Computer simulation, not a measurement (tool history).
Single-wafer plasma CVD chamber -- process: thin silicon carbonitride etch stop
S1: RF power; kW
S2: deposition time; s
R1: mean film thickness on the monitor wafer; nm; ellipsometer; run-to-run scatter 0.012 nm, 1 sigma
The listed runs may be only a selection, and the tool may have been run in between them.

run,hour,S1,S2,R1
1,0.0,0.175,8.19,4.7414
2,1.5,0.175,8.86,5.1387
3,7.5,0.175,8.34,4.8263
4,10.7,0.160,7.47,4.2095
5,12.9,0.150,6.93,3.8145
6,14.4,0.130,6.93,3.6375
7,16.0,0.125,6.68,3.4726
8,18.6,0.125,6.52,3.4091

Estimate the outcome of run 9 from the log above:
9,23.1,0.125,6.41,?

{"run 9": {"R1": 3.3491}}

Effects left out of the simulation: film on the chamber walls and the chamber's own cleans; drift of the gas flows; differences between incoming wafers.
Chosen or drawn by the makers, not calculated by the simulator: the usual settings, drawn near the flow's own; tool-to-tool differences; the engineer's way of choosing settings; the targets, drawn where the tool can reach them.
